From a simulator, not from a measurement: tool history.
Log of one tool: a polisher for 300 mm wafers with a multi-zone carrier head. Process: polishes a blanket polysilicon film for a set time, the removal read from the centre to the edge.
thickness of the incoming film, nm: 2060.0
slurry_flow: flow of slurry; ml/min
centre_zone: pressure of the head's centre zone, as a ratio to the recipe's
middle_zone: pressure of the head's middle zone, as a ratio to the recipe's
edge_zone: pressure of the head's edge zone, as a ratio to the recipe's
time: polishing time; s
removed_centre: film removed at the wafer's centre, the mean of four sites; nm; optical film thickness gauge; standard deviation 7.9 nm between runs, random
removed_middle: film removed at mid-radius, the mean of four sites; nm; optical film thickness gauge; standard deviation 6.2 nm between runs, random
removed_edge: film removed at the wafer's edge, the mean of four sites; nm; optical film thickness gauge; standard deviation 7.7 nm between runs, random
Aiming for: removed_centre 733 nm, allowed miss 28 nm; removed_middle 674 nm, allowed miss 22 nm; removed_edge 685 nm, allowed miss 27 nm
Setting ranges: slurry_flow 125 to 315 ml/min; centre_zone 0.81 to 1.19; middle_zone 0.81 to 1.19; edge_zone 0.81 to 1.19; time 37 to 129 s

Run 1, hour 0: slurry_flow 205 ml/min, centre_zone 1, middle_zone 1, edge_zone 1, time 83 s. Result: removed_centre 447.13 nm, removed_middle 453.74 nm, removed_edge 454.28 nm.
Run 2, hour 7.1: slurry_flow 210 ml/min, centre_zone 1.02, middle_zone 1.01, edge_zone 1.02, time 87 s. Result: removed_centre 474.96 nm, removed_middle 478.19 nm, removed_edge 477.05 nm.
Run 3, hour 8.5: slurry_flow 215 ml/min, centre_zone 1.03, middle_zone 1.01, edge_zone 1.03, time 91 s. Result: removed_centre 506.18 nm, removed_middle 504.69 nm, removed_edge 519.98 nm.
Run 4, hour 16.7: slurry_flow 215 ml/min, centre_zone 1.03, middle_zone 1.01, edge_zone 1.12, time 91 s. Result: removed_centre 501.49 nm, removed_middle 505.89 nm, removed_edge 533.15 nm.
Run 5, hour 19.6: slurry_flow 215 ml/min, centre_zone 1.03, middle_zone 0.97, edge_zone 1.12, time 91 s. Result: removed_centre 504.2 nm, removed_middle 488.18 nm, removed_edge 528.97 nm.
Run 6, hour 28.1: slurry_flow 220 ml/min, centre_zone 1.05, middle_zone 0.99, edge_zone 1.12, time 93 s. Result: removed_centre 518.4 nm, removed_middle 511.44 nm, removed_edge 550.4 nm.
Run 7, hour 31.6: slurry_flow 220 ml/min, centre_zone 1.07, middle_zone 1, edge_zone 1.1, time 96 s. Result: removed_centre 551.07 nm, removed_middle 530.15 nm, removed_edge 551.19 nm.
Run 8, hour 36.5: slurry_flow 225 ml/min, centre_zone 1.08, middle_zone 1, edge_zone 1.11, time 98 s. Result: removed_centre 563.55 nm, removed_middle 542.41 nm, removed_edge 586.05 nm.
Run 9, hour 45.4: slurry_flow 225 ml/min, centre_zone 1.1, middle_zone 1.01, edge_zone 1.09, time 100 s. Result: removed_centre 598.92 nm, removed_middle 558.57 nm, removed_edge 582.14 nm.
Run 10, hour 50.1: slurry_flow 230 ml/min, centre_zone 1.11, middle_zone 1.02, edge_zone 1.1, time 101 s. Result: removed_centre 599.61 nm, removed_middle 566.91 nm, removed_edge 580.65 nm.
Run 11, hour 51.8: slurry_flow 230 ml/min, centre_zone 1.12, middle_zone 1.02, edge_zone 1.1, time 103 s. Result: removed_centre 621.17 nm, removed_middle 583.67 nm, removed_edge 602.88 nm.
Run 12, hour 58.1: slurry_flow 235 ml/min, centre_zone 1.13, middle_zone 1.02, edge_zone 1.1, time 104 s. Result: removed_centre 620.04 nm, removed_middle 588.83 nm, removed_edge 607.24 nm.
Run 13, hour 66.6: slurry_flow 235 ml/min, centre_zone 1.14, middle_zone 1.02, edge_zone 1.1, time 106 s. Result: removed_centre 647.33 nm, removed_middle 597.54 nm, removed_edge 622.75 nm.
Run 14, hour 72.8: slurry_flow 235 ml/min, centre_zone 1.15, middle_zone 1.02, edge_zone 1.1, time 107 s. Result: removed_centre 657.56 nm, removed_middle 602.26 nm, removed_edge 627.72 nm.
Run 15, hour 80.7: slurry_flow 235 ml/min, centre_zone 1.15, middle_zone 1.02, edge_zone 1.1, time 108 s. Result: removed_centre 672.86 nm, removed_middle 608.86 nm, removed_edge 638.33 nm.
Run 16, hour 88.7: slurry_flow 235 ml/min, centre_zone 1.15, middle_zone 1.03, edge_zone 1.1, time 109 s. Result: removed_centre 684.59 nm, removed_middle 612.8 nm, removed_edge 642.56 nm.
Run 17, hour 96: slurry_flow 240 ml/min, centre_zone 1.15, middle_zone 1.04, edge_zone 1.1, time 110 s. Result: removed_centre 678.26 nm, removed_middle 625 nm, removed_edge 646.13 nm.
Run 18, hour 98.1: slurry_flow 240 ml/min, centre_zone 1.15, middle_zone 1.04, edge_zone 1.1, time 110 s. Result: removed_centre 686.68 nm, removed_middle 630.48 nm, removed_edge 647.22 nm.
Run 19, hour 99.9: slurry_flow 240 ml/min, centre_zone 1.15, middle_zone 1.04, edge_zone 1.1, time 111 s. Result: removed_centre 702.7 nm, removed_middle 638.53 nm, removed_edge 642.43 nm.
Run 20, hour 103.7: slurry_flow 240 ml/min, centre_zone 1.15, middle_zone 1.04, edge_zone 1.11, time 112 s. Result: removed_centre 710.25 nm, removed_middle 633.66 nm, removed_edge 655.76 nm.

Which one of the following 4 next-run settings gets every result inside its allowed miss? There is exactly one.
Run A, hour 107.5: slurry_flow 210 ml/min, centre_zone 1.19, middle_zone 0.95, edge_zone 1.05, time 128 s. Result: removed_centre ?, removed_middle ?, removed_edge ?.
Run B, hour 107.5: slurry_flow 245 ml/min, centre_zone 1.16, middle_zone 1.08, edge_zone 1.16, time 114 s. Result: removed_centre ?, removed_middle ?, removed_edge ?.
Run C, hour 107.5: slurry_flow 290 ml/min, centre_zone 1.02, middle_zone 0.92, edge_zone 1.15, time 115 s. Result: removed_centre ?, removed_middle ?, removed_edge ?.
Run D, hour 107.5: slurry_flow 200 ml/min, centre_zone 1.18, middle_zone 1.09, edge_zone 1, time 117 s. Result: removed_centre ?, removed_middle ?, removed_edge ?.

move  removed_centre  removed_middle  removed_edge
   A           809.7          675.84         726.4
   B           719.4          684.42        689.55
   C          650.57          614.84        703.88
   D           728.9          689.26        643.77
A: gets the furthest-off result to its target, but another result is out of tolerance
B: every result within its allowed miss
C: moves away from the targets compared with the last run
D: gets the furthest-off result to its target, but another result is out of tolerance
Correct choice: B, which meets every target
